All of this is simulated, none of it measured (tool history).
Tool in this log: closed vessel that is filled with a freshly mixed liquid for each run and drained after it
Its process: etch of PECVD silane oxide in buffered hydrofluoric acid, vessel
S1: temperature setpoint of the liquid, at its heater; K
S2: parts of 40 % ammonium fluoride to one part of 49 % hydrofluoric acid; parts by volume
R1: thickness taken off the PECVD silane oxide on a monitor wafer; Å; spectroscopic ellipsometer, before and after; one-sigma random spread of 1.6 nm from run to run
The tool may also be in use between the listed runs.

{"run": 1, "hour": 0.0, "S1": 296.15, "S2": 18, "time in the liquid (s)": 100, "R1": 2244.8}
{"run": 2, "hour": 5.0, "S1": 296.15, "S2": 18, "time in the liquid (s)": 100, "R1": 2247.4}
{"run": 3, "hour": 9.2, "S1": 295.15, "S2": 18, "time in the liquid (s)": 100, "R1": 2098}
{"run": 4, "hour": 15.4, "S1": 295.15, "S2": 18, "time in the liquid (s)": 100, "R1": 2103.2}
{"run": 5, "hour": 19.7, "S1": 295.15, "S2": 14, "time in the liquid (s)": 100, "R1": 2718.4}
{"run": 6, "hour": 27.5, "S1": 298.15, "S2": 14, "time in the liquid (s)": 100, "R1": 3117.6}
{"run": 7, "hour": 34.8, "S1": 296.65, "S2": 15, "time in the liquid (s)": 100, "R1": 2747.1}

What will run 8 give?
{"run": 8, "hour": 39.2, "S1": 295.15, "S2": 15.5, "time in the liquid (s)": 100, "R1": "?"}

R1: 2494.9 Å

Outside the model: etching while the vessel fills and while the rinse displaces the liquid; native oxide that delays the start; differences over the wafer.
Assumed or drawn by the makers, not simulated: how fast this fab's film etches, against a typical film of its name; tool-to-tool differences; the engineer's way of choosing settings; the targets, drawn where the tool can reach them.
